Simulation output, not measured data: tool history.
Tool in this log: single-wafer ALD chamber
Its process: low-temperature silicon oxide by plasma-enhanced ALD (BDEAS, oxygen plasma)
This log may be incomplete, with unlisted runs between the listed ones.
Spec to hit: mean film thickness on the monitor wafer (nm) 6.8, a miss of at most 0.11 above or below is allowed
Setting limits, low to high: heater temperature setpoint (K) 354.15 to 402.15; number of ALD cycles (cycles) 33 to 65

run    day  heater temperature setpoint (K)  number of ALD cycles (cycles)  mean film thickness on the monitor wafer (nm)
  1      0                           378.15                             49                                         7.3638
  2  0.171                           380.15                             48                                         7.2293
  3  0.225                           380.15                             44                                         6.5919
  4  0.358                           379.15                             44                                         6.5706
  5  0.683                           379.15                             50                                         7.5336
  6  0.712                           384.15                             50                                         7.4724
  7  0.983                           384.15                             50                                         7.3587
  8  1.246                           388.15                             50                                         7.3616
  9  1.583                           390.15                             49                                         7.2229
 10  1.725                           391.15                             48                                         7.0803
 11  2.058                           391.15                             48                                         7.0284
 12  2.338                           392.15                             48                                         7.0242
 13    2.4                           393.15                             48                                         6.9876
 14  2.546                           394.15                             48                                         6.9977
 15  2.742                           395.15                             48                                         7.0433

5 candidate next runs follow, results not yet known. Just one meets every target within its allowed miss. Identify it.
  A  2.938                           400.15                             51                                              ?
  B  2.938                           395.15                             52                                              ?
  C  2.938                           395.15                             45                                              ?
  D  2.938                           401.15                             49                                              ?
  E  2.938                           387.15                             46                                              ?

move  mean film thickness on the monitor wafer (nm)
   A                                          7.366
   B                                         7.5885
   C                                         6.5669
   D                                         7.0624
   E                                         6.8234
A: further off than the last run
B: further off than the last run
C: takes the biggest miss from the last run beyond its target
D: further off than the last run
E: meets every target
The right move is E.
